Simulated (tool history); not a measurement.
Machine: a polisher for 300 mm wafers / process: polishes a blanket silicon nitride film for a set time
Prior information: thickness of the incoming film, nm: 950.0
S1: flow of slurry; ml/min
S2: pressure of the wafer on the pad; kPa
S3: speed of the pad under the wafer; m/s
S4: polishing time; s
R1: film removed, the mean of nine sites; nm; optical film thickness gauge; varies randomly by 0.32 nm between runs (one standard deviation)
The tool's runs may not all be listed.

run,hour,S1,S2,S3,S4,R1
1,0,305,16.5,1.34,57,85.298
2,2.2,340,16.5,1.34,57,87.682
3,4.3,340,16.5,1.34,57,87.736
4,12.9,340,16.5,1.64,57,102.01
5,14.8,340,16.5,1.64,57,101.48
6,21.5,340,13.1,1.64,57,79.634
7,25.9,330,12.4,1.56,57,72.223

Run 8, settings as shown, results not yet in. Your forecast:
8,33.5,320,11.7,1.5,57,?

R1: 67.266 nm
